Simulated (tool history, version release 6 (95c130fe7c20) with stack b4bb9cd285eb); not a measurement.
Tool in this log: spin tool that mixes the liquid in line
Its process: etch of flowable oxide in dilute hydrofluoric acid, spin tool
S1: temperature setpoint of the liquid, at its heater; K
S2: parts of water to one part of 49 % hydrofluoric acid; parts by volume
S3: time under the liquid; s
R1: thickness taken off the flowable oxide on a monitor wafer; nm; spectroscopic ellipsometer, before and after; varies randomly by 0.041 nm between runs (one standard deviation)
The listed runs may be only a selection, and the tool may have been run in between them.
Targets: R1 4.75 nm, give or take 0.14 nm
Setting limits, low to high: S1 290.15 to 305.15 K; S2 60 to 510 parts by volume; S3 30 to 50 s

{"run": 1, "day": 0.0, "S1": 297.15, "S2": 285, "S3": 50, "R1": 6.4824}
{"run": 2, "day": 0.129, "S1": 297.15, "S2": 200, "S3": 50, "R1": 9.8026}
{"run": 3, "day": 0.271, "S1": 297.15, "S2": 200, "S3": 50, "R1": 9.9551}
{"run": 4, "day": 0.596, "S1": 296.15, "S2": 215, "S3": 50, "R1": 8.6814}
{"run": 5, "day": 0.671, "S1": 298.65, "S2": 215, "S3": 50, "R1": 9.6962}
{"run": 6, "day": 0.854, "S1": 298.65, "S2": 215, "S3": 50, "R1": 9.6527}
{"run": 7, "day": 1.158, "S1": 297.65, "S2": 225, "S3": 50, "R1": 8.8954}
{"run": 8, "day": 1.267, "S1": 296.65, "S2": 235, "S3": 50, "R1": 8.0979}
{"day": 1.308, "done": "hydrofluoric acid flow meter replaced"}
{"run": 9, "day": 1.308, "S1": 295.65, "S2": 245, "S3": 50, "R1": 6.8757}
{"run": 10, "day": 1.492, "S1": 295.15, "S2": 245, "S3": 50, "R1": 6.8386}
{"run": 11, "day": 1.583, "S1": 294.65, "S2": 245, "S3": 50, "R1": 6.677}
{"run": 12, "day": 1.829, "S1": 294.15, "S2": 245, "S3": 50, "R1": 6.4829}
{"run": 13, "day": 2.033, "S1": 293.65, "S2": 245, "S3": 50, "R1": 6.417}
{"run": 14, "day": 2.35, "S1": 293.15, "S2": 250, "S3": 50, "R1": 6.1532}
{"run": 15, "day": 2.538, "S1": 293.15, "S2": 250, "S3": 50, "R1": 6.0187}
{"run": 16, "day": 2.7, "S1": 290.15, "S2": 290, "S3": 50, "R1": 4.4733}

Exercise: of the 5 proposed moves below, exactly one satisfies all targets within the stated allowed misses. Which move is it?
{"run": "A", "day": 2.862, "S1": 291.65, "S2": 315, "S3": 50, "R1": "?"}
{"run": "B", "day": 2.862, "S1": 290.15, "S2": 280, "S3": 50, "R1": "?"}
{"run": "C", "day": 2.862, "S1": 291.15, "S2": 275, "S3": 50, "R1": "?"}
{"run": "D", "day": 2.862, "S1": 290.15, "S2": 265, "S3": 50, "R1": "?"}
{"run": "E", "day": 2.862, "S1": 291.15, "S2": 210, "S3": 30, "R1": "?"}

move=A R1=4.3606
move=B R1=4.777
move=C R1=5.0745
move=D R1=5.1125
move=E R1=4.2269
A: moves away from the targets compared with the last run
B: meets every target
C: takes the biggest miss from the last run beyond its target
D: takes the biggest miss from the last run beyond its target
E: moves away from the targets compared with the last run
B meets every target.
